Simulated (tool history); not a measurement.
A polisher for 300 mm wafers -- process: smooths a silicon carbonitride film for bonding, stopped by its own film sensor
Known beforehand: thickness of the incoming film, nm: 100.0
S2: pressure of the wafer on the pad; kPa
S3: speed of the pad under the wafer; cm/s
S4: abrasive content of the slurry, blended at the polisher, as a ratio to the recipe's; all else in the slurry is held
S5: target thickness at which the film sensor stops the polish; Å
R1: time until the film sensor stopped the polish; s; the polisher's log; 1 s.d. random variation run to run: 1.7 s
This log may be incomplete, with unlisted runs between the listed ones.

Run 1, hour 0: flow of slurry (ml/min) 290, S2 15.9 kPa, S3 70 cm/s, S4 1, S5 720 Å. Result: R1 135.71 s.
Run 2, hour 6.2: flow of slurry (ml/min) 290, S2 15.9 kPa, S3 70 cm/s, S4 1, S5 700 Å. Result: R1 139.89 s.
Run 3, hour 15.2: flow of slurry (ml/min) 290, S2 16.5 kPa, S3 70 cm/s, S4 1, S5 700 Å. Result: R1 136.52 s.
Run 4, hour 16.7: flow of slurry (ml/min) 265, S2 16.5 kPa, S3 70 cm/s, S4 1, S5 700 Å. Result: R1 136.55 s.
Run 5, hour 21.9: flow of slurry (ml/min) 265, S2 17.2 kPa, S3 70 cm/s, S4 1, S5 700 Å. Result: R1 131.35 s.
Run 6, hour 28.6: flow of slurry (ml/min) 265, S2 17.9 kPa, S3 70 cm/s, S4 1, S5 700 Å. Result: R1 127.67 s.

Predict the results of run 7:
Run 7, hour 30.6: flow of slurry (ml/min) 265, S2 18.6 kPa, S3 70 cm/s, S4 1, S5 700 Å. Result: R1 ?.

{"run 7": {"R1": 121.9}}
